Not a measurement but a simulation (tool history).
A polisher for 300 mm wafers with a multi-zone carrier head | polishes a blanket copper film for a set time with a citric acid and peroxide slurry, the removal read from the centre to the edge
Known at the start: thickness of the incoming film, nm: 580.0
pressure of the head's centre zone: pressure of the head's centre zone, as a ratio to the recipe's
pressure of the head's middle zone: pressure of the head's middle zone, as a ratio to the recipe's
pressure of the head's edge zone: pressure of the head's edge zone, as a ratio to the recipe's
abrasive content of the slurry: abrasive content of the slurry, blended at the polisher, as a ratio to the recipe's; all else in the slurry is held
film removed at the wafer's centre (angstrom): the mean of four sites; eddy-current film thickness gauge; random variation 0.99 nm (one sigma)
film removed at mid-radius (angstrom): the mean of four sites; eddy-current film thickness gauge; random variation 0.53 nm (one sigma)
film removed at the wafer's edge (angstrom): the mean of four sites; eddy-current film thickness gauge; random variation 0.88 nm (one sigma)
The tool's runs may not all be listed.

run,hour,flow of slurry (ml/min),pressure of the head's centre zone,pressure of the head's middle zone,pressure of the head's edge zone,abrasive content of the slurry,polishing time (s),film removed at the wafer's centre (angstrom),film removed at mid-radius (angstrom),film removed at the wafer's edge (angstrom)
1,0.0,185,1.00,1.00,1.00,1.00,51,1360.00,1274.20,1276.50
2,2.5,185,1.00,1.00,0.96,1.00,51,1333.30,1286.20,1264.50
3,10.0,185,1.01,0.99,0.94,0.95,47,1232.20,1151.70,1132.80
4,12.9,185,1.01,0.99,0.92,0.90,45,1169.30,1104.70,1098.50
5,18.0,185,1.01,0.99,0.92,1.05,45,1205.50,1099.30,1082.60
6,20.7,185,1.01,0.94,0.92,1.05,45,1196.30,1082.60,1081.50
# hour 26.1: centre zone pressure recalibrated
7,26.1,185,1.01,0.95,0.91,1.05,42,1060.70,1020.50,1017.90

The next listed run, before its measurement:
8,34.8,165,1.11,0.95,0.81,0.80,29,?,?,?

{"run 8": {"film removed at the wafer's centre (angstrom)": 756.24, "film removed at mid-radius (angstrom)": 669.27, "film removed at the wafer's edge (angstrom)": 635.11}}
